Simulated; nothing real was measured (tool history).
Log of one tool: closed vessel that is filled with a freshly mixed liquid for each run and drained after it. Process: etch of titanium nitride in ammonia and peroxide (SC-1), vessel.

run    day  temperature setpoint of the liquid (K)  parts of water to one part of 30 % peroxide (parts by volume)  parts of 29 % ammonia solution to one part of 30 % peroxide (parts by volume)  time in the liquid (s)  thickness taken off the titanium nitride on a monitor wafer (nm)
  1      0                                  326.15                                                             20                                                                           0.55                      35                                                            2.3537
  2  0.192                                  326.15                                                             20                                                                           0.55                      35                                                             2.317
  3  0.221                                  328.65                                                             20                                                                           0.55                      35                                                            2.7405
  4  0.533                                  330.15                                                             20                                                                           0.55                      35                                                            3.0462
  5   0.75                                  331.15                                                             20                                                                           0.55                      35                                                            3.2758
  6  1.071                                  336.65                                                             20                                                                           0.55                      35                                                            4.7063
  7  1.392                                  335.65                                                             20                                                                           0.55                      35                                                            4.3859
  8  1.429                                  334.65                                                             20                                                                           0.55                      35                                                            4.1047
  9  1.558                                  334.15                                                             20                                                                           0.55                      35                                                            3.9261

The next listed run, before its measurement:
 10  1.754                                  333.65                                                             20                                                                           0.55                      35                                                                 ?

Run 10 gave thickness taken off the titanium nitride on a monitor wafer (nm) 3.8863.
